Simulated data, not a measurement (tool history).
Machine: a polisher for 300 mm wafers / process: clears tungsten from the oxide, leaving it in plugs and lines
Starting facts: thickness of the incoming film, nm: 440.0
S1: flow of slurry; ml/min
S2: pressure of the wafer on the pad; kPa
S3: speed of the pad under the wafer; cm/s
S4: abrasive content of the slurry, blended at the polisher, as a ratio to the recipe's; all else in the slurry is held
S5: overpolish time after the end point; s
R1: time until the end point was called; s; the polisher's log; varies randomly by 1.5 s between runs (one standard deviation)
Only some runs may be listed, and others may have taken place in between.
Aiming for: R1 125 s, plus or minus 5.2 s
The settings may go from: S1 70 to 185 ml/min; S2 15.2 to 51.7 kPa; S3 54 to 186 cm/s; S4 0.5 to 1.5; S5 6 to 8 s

run,day,S1,S2,S3,S4,S5,R1
1,0,120,33.1,118,1,8,68.775
2,0.354,120,33.1,118,1.15,8,64.661
3,0.704,120,31,116,1.15,8,69.397
4,1.058,120,29,114,1.15,8,76.038
5,1.104,120,27.6,114,1.15,8,77.818
6,1.467,120,27.6,114,1.25,8,78.098
7,1.792,120,26.2,112,1.25,8,83.219
8,2.088,120,24.8,112,1.25,8,88.394
9,2.304,105,15.2,110,1.25,8,146.14
10,2.604,110,15.2,110,1.25,8,146.85
11,2.771,115,21.4,112,1.25,8,101.63
12,2.867,110,21.4,112,1.25,8,107.37

Below are 5 possible settings for the next run. Only one of them brings all results inside the allowed miss of their targets. Which is it?
A,2.962,70,28.3,90,1.25,8,?
B,2.962,100,22.8,138,1.3,8,?
C,2.962,70,26.9,94,0.9,6,?
D,2.962,135,15.2,116,1.15,8,?
E,2.962,110,26.9,76,0.85,8,?

move,R1
A,127.65
B,84.579
C,141.15
D,135.25
E,138.86
A: in spec on every target
B: misses by more than the last run did
C: carries the result that was furthest off beyond its target, to the other side
D: carries the result that was furthest off beyond its target, to the other side
E: carries the result that was furthest off beyond its target, to the other side
So the answer is move A, the one that meets all the targets.

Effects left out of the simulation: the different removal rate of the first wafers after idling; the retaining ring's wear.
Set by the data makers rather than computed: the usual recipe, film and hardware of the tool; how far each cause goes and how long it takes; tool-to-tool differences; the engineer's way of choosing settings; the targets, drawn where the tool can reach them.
